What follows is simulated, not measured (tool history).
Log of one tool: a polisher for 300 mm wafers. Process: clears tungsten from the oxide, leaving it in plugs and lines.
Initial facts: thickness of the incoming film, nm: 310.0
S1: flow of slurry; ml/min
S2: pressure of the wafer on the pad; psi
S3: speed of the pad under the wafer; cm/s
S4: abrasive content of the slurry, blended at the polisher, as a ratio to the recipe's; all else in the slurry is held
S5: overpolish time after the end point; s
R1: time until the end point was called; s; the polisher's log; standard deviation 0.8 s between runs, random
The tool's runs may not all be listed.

| run | hour | S1 | S2 | S3 | S4 | S5 | R1 |
|---|---|---|---|---|---|---|---|
| 1 | 0.0 | 205 | 3.5 | 126 | 1.0 | 12 | 72.386 |
| 2 | 4.5 | 205 | 3.5 | 126 | 0.9 | 12 | 72.574 |
| 3 | 7.5 | 205 | 3.5 | 112 | 0.9 | 12 | 83.561 |
| 4 | 13.0 | 205 | 3.5 | 112 | 1.0 | 12 | 79.773 |
|  | 15.9 | worn pad replaced by a new one |
| 5 | 15.9 | 205 | 3.5 | 112 | 0.9 | 12 | 71.421 |
| 6 | 16.9 | 205 | 3.6 | 114 | 0.9 | 12 | 72.704 |
| 7 | 24.1 | 205 | 3.7 | 114 | 0.9 | 12 | 68.883 |

Estimate the outcome of run 8 from the log above:
| 8 | 30.3 | 205 | 3.8 | 114 | 0.9 | 12 | ? |

R1: 67.462 s
